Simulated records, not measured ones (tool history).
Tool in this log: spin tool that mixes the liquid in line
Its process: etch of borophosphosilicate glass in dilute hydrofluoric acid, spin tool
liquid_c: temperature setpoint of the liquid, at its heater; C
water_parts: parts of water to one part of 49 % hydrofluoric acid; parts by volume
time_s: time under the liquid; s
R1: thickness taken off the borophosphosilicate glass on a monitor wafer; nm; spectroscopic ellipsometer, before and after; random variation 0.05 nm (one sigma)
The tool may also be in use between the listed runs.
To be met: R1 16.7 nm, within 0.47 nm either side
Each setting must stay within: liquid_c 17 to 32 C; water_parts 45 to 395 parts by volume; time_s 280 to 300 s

{"run": 1, "day": 0.0, "liquid_c": 24, "water_parts": 220, "time_s": 280, "R1": 29.9}
{"run": 2, "day": 0.271, "liquid_c": 24, "water_parts": 220, "time_s": 300, "R1": 32.178}
{"run": 3, "day": 0.521, "liquid_c": 23, "water_parts": 230, "time_s": 300, "R1": 29.277}
{"run": 4, "day": 0.683, "liquid_c": 22.5, "water_parts": 235, "time_s": 300, "R1": 28.032}
{"run": 5, "day": 0.721, "liquid_c": 22.5, "water_parts": 235, "time_s": 280, "R1": 26.171}
{"run": 6, "day": 0.8, "liquid_c": 25, "water_parts": 235, "time_s": 280, "R1": 28.746}
{"run": 7, "day": 1.096, "liquid_c": 24, "water_parts": 240, "time_s": 280, "R1": 27.023}
{"run": 8, "day": 1.158, "liquid_c": 23, "water_parts": 245, "time_s": 280, "R1": 25.259}
{"run": 9, "day": 1.342, "liquid_c": 23, "water_parts": 245, "time_s": 280, "R1": 25.363}
{"run": 10, "day": 1.388, "liquid_c": 23, "water_parts": 245, "time_s": 280, "R1": 25.432}
{"run": 11, "day": 1.683, "liquid_c": 22.5, "water_parts": 250, "time_s": 280, "R1": 24.198}
{"run": 12, "day": 1.846, "liquid_c": 22, "water_parts": 255, "time_s": 280, "R1": 23.127}
{"run": 13, "day": 1.946, "liquid_c": 21.5, "water_parts": 260, "time_s": 280, "R1": 22.305}
{"run": 14, "day": 2.167, "liquid_c": 21, "water_parts": 265, "time_s": 280, "R1": 21.404}
{"run": 15, "day": 2.208, "liquid_c": 20.5, "water_parts": 270, "time_s": 280, "R1": 20.47}
{"run": 16, "day": 2.517, "liquid_c": 20, "water_parts": 270, "time_s": 280, "R1": 20.041}
{"run": 17, "day": 2.846, "liquid_c": 19.5, "water_parts": 270, "time_s": 280, "R1": 19.786}
{"run": 18, "day": 2.867, "liquid_c": 19, "water_parts": 270, "time_s": 280, "R1": 19.314}
{"run": 19, "day": 2.942, "liquid_c": 18, "water_parts": 280, "time_s": 280, "R1": 17.776}

Exercise: of the 4 proposed moves below, exactly one satisfies all targets within the stated allowed misses. Which move is it?
{"run": "A", "day": 3.017, "liquid_c": 17, "water_parts": 260, "time_s": 290, "R1": "?"}
{"run": "B", "day": 3.017, "liquid_c": 20, "water_parts": 310, "time_s": 280, "R1": "?"}
{"run": "C", "day": 3.017, "liquid_c": 17, "water_parts": 265, "time_s": 300, "R1": "?"}
{"run": "D", "day": 3.017, "liquid_c": 19, "water_parts": 285, "time_s": 295, "R1": "?"}

move=A R1=19.52
move=B R1=16.931
move=C R1=19.727
move=D R1=19.12
A: misses by more than the last run did
B: all results in spec
C: misses by more than the last run did
D: misses by more than the last run did
B meets every target.

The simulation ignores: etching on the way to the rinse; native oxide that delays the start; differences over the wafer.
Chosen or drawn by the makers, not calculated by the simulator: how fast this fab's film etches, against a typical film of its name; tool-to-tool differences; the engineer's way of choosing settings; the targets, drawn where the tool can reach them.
